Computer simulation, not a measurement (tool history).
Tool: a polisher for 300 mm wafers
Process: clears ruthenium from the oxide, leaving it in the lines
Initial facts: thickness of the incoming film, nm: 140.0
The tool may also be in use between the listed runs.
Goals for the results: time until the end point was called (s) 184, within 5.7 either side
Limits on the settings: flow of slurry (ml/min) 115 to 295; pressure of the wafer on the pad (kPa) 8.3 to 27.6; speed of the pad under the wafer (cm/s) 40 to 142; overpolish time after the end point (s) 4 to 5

run    day  flow of slurry (ml/min)  pressure of the wafer on the pad (kPa)  speed of the pad under the wafer (cm/s)  overpolish time after the end point (s)  time until the end point was called (s)
  1      0                      190                                    17.9                                       90                                        5                                   130.02
  2    0.3                      190                                    15.9                                       90                                        5                                   148.69
  3    0.5                      190                                    15.9                                       90                                        4                                   146.96
  4  0.662                      160                                    15.9                                       90                                        4                                   151.92
  5  0.696                      160                                    15.9                                       90                                        4                                   152.48
  6  1.033                      160                                    17.9                                       90                                        4                                   134.92
  7  1.246                      155                                    17.2                                       90                                        4                                   142.99
  8  1.329                      150                                    16.5                                       90                                        4                                    148.4
  9  1.554                      145                                    15.9                                       90                                        4                                   157.32
 10  1.904                      140                                    15.2                                       90                                        4                                   162.71

5 candidate next runs follow, results not yet known. Just one meets every target within its allowed miss. Identify it.
  A  2.254                      130                                    15.9                                      104                                        4                                        ?
  B  2.254                      165                                    16.5                                       90                                        5                                        ?
  C  2.254                      190                                    13.8                                       76                                        4                                        ?
  D  2.254                      145                                    16.5                                      106                                        4                                        ?
  E  2.254                      195                                    14.5                                      122                                        5                                        ?

move  time until the end point was called (s)
   A                                   145.97
   B                                   145.86
   C                                   187.41
   D                                   135.11
   E                                    133.1
A: the biggest miss grows against the last run
B: the biggest miss grows against the last run
C: every result within its allowed miss
D: the biggest miss grows against the last run
E: the biggest miss grows against the last run
So the answer is move C, the one that meets all the targets.

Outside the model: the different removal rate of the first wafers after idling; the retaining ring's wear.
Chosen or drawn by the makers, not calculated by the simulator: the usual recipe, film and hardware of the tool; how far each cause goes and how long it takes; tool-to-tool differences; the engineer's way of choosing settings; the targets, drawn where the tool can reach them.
